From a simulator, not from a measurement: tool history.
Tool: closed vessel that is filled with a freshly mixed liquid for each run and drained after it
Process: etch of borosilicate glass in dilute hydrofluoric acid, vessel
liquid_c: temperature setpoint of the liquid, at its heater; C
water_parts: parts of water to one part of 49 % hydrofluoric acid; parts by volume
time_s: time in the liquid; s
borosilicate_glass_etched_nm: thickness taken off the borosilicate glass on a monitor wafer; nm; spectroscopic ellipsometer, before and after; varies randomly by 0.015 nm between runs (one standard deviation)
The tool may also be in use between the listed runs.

{"run": 1, "hour": 0.0, "liquid_c": 22, "water_parts": 230, "time_s": 30, "borosilicate_glass_etched_nm": 5.8085}
{"run": 2, "hour": 3.2, "liquid_c": 21, "water_parts": 230, "time_s": 30, "borosilicate_glass_etched_nm": 5.5857}
{"run": 3, "hour": 11.9, "liquid_c": 20.5, "water_parts": 230, "time_s": 30, "borosilicate_glass_etched_nm": 5.5048}
{"run": 4, "hour": 15.4, "liquid_c": 20, "water_parts": 230, "time_s": 30, "borosilicate_glass_etched_nm": 5.4054}
{"run": 5, "hour": 21.3, "liquid_c": 20, "water_parts": 185, "time_s": 30, "borosilicate_glass_etched_nm": 7.0108}
{"run": 6, "hour": 25.7, "liquid_c": 19, "water_parts": 195, "time_s": 30, "borosilicate_glass_etched_nm": 6.3447}
{"run": 7, "hour": 33.2, "liquid_c": 18.5, "water_parts": 205, "time_s": 30, "borosilicate_glass_etched_nm": 5.872}
{"run": 8, "hour": 37.6, "liquid_c": 18, "water_parts": 210, "time_s": 30, "borosilicate_glass_etched_nm": 5.5812}

Run 9 is up next; what results do you expect?
{"run": 9, "hour": 38.7, "liquid_c": 17.5, "water_parts": 215, "time_s": 30, "borosilicate_glass_etched_nm": "?"}

Run 9 produced borosilicate_glass_etched_nm 5.3279 nm.
